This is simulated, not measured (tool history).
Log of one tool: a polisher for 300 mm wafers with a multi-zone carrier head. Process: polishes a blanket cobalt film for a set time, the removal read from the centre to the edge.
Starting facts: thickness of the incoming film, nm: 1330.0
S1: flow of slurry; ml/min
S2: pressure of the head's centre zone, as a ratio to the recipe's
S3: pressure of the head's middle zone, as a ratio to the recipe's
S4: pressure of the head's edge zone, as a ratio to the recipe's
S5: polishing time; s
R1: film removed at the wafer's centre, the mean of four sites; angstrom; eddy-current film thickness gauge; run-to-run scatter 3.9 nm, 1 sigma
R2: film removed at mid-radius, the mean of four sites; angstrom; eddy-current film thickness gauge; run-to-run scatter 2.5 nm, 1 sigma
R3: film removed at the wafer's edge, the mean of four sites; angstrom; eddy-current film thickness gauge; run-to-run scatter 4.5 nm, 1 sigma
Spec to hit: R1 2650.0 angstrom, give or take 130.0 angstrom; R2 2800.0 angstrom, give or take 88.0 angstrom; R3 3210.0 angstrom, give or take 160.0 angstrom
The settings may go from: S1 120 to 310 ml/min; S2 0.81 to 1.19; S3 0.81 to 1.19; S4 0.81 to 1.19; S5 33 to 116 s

run 1 hour=0.0 | S1=200 S2=1.00 S3=1.00 S4=1.00 S5=74 | R1=3675.0 R2=3664.6 R3=3603.7
run 2 hour=3.5 | S1=200 S2=0.95 S3=1.00 S4=1.00 S5=74 | R1=3497.4 R2=3589.0 R3=3599.1
run 3 hour=7.8 | S1=185 S2=0.90 S3=0.97 S4=1.01 S5=72 | R1=3155.1 R2=3406.0 R3=3532.2
run 4 hour=10.6 | S1=185 S2=0.90 S3=0.97 S4=1.04 S5=72 | R1=3129.4 R2=3381.6 R3=3483.9
run 5 hour=12.0 | S1=185 S2=0.90 S3=0.97 S4=0.98 S5=72 | R1=3048.0 R2=3358.0 R3=3381.2
run 6 hour=13.8 | S1=185 S2=0.90 S3=0.97 S4=0.95 S5=72 | R1=3093.9 R2=3353.5 R3=3332.1
run 7 hour=16.3 | S1=175 S2=0.88 S3=0.92 S4=0.96 S5=71 | R1=3078.2 R2=3245.1 R3=3388.9
run 8 hour=22.9 | S1=155 S2=0.81 S3=0.83 S4=1.02 S5=61 | R1=2280.0 R2=2496.7 R3=2957.2
run 9 hour=30.0 | S1=175 S2=0.83 S3=0.85 S4=1.03 S5=62 | R1=2449.6 R2=2636.5 R3=3033.2
run 10 hour=31.9 | S1=185 S2=0.84 S3=0.85 S4=1.04 S5=63 | R1=2540.6 R2=2656.4 R3=3146.1
run 11 hour=38.8 | S1=190 S2=0.84 S3=0.86 S4=1.04 S5=63 | R1=2634.1 R2=2689.4 R3=3199.6

Which one of the following 4 next-run settings gets every result inside its allowed miss? There is exactly one.
run A hour=45.7 | S1=210 S2=0.85 S3=0.83 S4=1.10 S5=62 | R1=? R2=? R3=?
run B hour=45.7 | S1=140 S2=0.81 S3=0.93 S4=1.08 S5=65 | R1=? R2=? R3=?
run C hour=45.7 | S1=120 S2=0.94 S3=1.09 S4=0.94 S5=62 | R1=? R2=? R3=?
run D hour=45.7 | S1=120 S2=0.87 S3=0.88 S4=1.05 S5=68 | R1=? R2=? R3=?

move=A R1=2607.0 R2=2620.9 R3=3236.4
move=B R1=2462.2 R2=2870.2 R3=3234.6
move=C R1=2666.1 R2=3061.9 R3=2833.5
move=D R1=2700.6 R2=2805.4 R3=3287.1
A: moves away from the targets compared with the last run
B: brings the last run's worst result on target, with another outside its allowed miss
C: the result that was furthest off in the last run now lies on the other side of its target
D: every result lands within tolerance
The move that meets every target is D.
